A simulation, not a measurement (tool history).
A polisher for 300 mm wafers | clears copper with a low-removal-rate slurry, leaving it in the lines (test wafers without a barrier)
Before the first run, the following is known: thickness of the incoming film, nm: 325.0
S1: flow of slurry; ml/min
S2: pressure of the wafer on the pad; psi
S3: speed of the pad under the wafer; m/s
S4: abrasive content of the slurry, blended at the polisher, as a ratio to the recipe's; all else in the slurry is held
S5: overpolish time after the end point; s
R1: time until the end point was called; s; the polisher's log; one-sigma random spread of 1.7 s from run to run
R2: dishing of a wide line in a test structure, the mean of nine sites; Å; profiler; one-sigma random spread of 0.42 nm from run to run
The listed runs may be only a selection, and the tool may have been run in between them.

| run | hour | S1 | S2 | S3 | S4 | S5 | R1 | R2 |
|---|---|---|---|---|---|---|---|---|
| 1 | 0.0 | 145 | 2.8 | 0.92 | 1.00 | 24 | 113.840 | 475.02 |
| 2 | 7.7 | 145 | 3.4 | 0.92 | 1.00 | 24 | 92.328 | 548.69 |
| 3 | 16.3 | 145 | 3.4 | 0.72 | 1.00 | 24 | 116.170 | 462.85 |
| 4 | 24.6 | 145 | 3.4 | 0.72 | 1.15 | 24 | 116.980 | 497.88 |
| 5 | 29.0 | 135 | 3.4 | 0.74 | 1.05 | 21 | 112.310 | 429.13 |
| 6 | 32.1 | 110 | 3.4 | 0.74 | 1.05 | 21 | 120.660 | 401.28 |

Forecast run 7:
| 7 | 36.6 | 105 | 3.5 | 0.76 | 0.95 | 19 | ? | ? |

R1: 121.630 s
R2: 379.75 Å
